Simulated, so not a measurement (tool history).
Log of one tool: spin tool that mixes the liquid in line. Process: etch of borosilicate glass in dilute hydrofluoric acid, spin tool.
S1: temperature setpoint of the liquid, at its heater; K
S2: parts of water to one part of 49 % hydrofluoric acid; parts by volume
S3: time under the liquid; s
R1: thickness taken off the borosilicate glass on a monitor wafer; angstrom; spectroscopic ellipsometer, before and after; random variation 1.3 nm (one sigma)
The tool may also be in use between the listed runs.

Run 1, hour 0.0: S1 293.15 K, S2 55 parts by volume, S3 150 s. Result: R1 856.79 angstrom.
Run 2, hour 1.4: S1 294.15 K, S2 55 parts by volume, S3 150 s. Result: R1 917.48 angstrom.
Run 3, hour 6.4: S1 295.15 K, S2 55 parts by volume, S3 150 s. Result: R1 955.16 angstrom.
Run 4, hour 10.6: S1 295.15 K, S2 55 parts by volume, S3 150 s. Result: R1 935.26 angstrom.
Run 5, hour 12.7: S1 295.15 K, S2 55 parts by volume, S3 160 s. Result: R1 1010.60 angstrom.
Run 6, hour 20.3: S1 296.15 K, S2 55 parts by volume, S3 160 s. Result: R1 1042.20 angstrom.
Run 7, hour 28.6: S1 296.65 K, S2 55 parts by volume, S3 160 s. Result: R1 1077.80 angstrom.
Run 8, hour 35.6: S1 297.15 K, S2 55 parts by volume, S3 160 s. Result: R1 1104.30 angstrom.
Run 9, hour 43.8: S1 297.65 K, S2 55 parts by volume, S3 160 s. Result: R1 1116.80 angstrom.

The next listed run, before its measurement:
Run 10, hour 44.7: S1 298.15 K, S2 55 parts by volume, S3 160 s. Result: R1 ?.

R1: 1136.60 angstrom

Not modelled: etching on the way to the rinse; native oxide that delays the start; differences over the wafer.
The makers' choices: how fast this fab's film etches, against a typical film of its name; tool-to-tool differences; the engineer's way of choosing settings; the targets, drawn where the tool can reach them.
